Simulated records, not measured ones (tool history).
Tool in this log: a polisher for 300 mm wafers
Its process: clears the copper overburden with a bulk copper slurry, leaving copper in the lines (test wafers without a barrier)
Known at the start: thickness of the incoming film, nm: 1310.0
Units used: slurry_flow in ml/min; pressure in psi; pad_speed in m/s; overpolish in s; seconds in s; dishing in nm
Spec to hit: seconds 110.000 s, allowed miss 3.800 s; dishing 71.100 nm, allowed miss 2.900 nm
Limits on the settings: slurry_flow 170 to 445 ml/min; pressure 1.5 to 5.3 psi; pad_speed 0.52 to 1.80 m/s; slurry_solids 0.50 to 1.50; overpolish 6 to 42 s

| run | day | slurry_flow | pressure | pad_speed | slurry_solids | overpolish | seconds | dishing |
|---|---|---|---|---|---|---|---|---|
| 1 | 0.000 | 285 | 3.4 | 1.16 | 1.00 | 21 | 88.545 | 84.305 |
| 2 | 0.258 | 285 | 3.4 | 1.16 | 1.15 | 21 | 85.752 | 84.737 |
| 3 | 0.333 | 285 | 4.3 | 1.16 | 1.15 | 21 | 67.779 | 91.389 |
| 4 | 0.383 | 235 | 4.3 | 1.16 | 1.15 | 21 | 70.844 | 92.069 |
| 5 | 0.438 | 235 | 4.0 | 1.16 | 1.15 | 21 | 75.641 | 90.693 |
| 6 | 0.596 | 235 | 4.0 | 1.28 | 1.15 | 21 | 67.607 | 89.901 |
| 7 | 0.888 | 235 | 3.8 | 1.28 | 1.15 | 20 | 72.472 | 88.787 |
| 8 | 1.229 | 235 | 3.6 | 1.28 | 1.15 | 19 | 75.428 | 87.619 |
| 9 | 1.604 | 240 | 3.4 | 1.28 | 1.15 | 17 | 78.816 | 80.364 |
| 10 | 1.971 | 230 | 2.4 | 1.22 | 1.15 | 23 | 115.580 | 73.700 |

Exercise: of the 5 proposed moves below, exactly one satisfies all targets within the stated allowed misses. Which move is it?
| A | 2.338 | 290 | 2.4 | 1.24 | 1.20 | 18 | ? | ? |
| B | 2.338 | 270 | 3.2 | 1.00 | 1.00 | 24 | ? | ? |
| C | 2.338 | 220 | 2.5 | 1.14 | 1.20 | 20 | ? | ? |
| D | 2.338 | 245 | 2.4 | 1.18 | 1.10 | 19 | ? | ? |
| E | 2.338 | 250 | 2.4 | 1.50 | 0.90 | 25 | ? | ? |

| move | seconds | dishing |
|---|---|---|
| A | 112.990 | 70.838 |
| B | 110.880 | 82.080 |
| C | 121.870 | 72.166 |
| D | 123.300 | 70.131 |
| E | 101.990 | 77.582 |
A: in spec on every target
B: gets the furthest-off result to its target, but another result is out of tolerance
C: misses by more than the last run did
D: misses by more than the last run did
E: pushes the last run's worst result past its target
A meets every target.
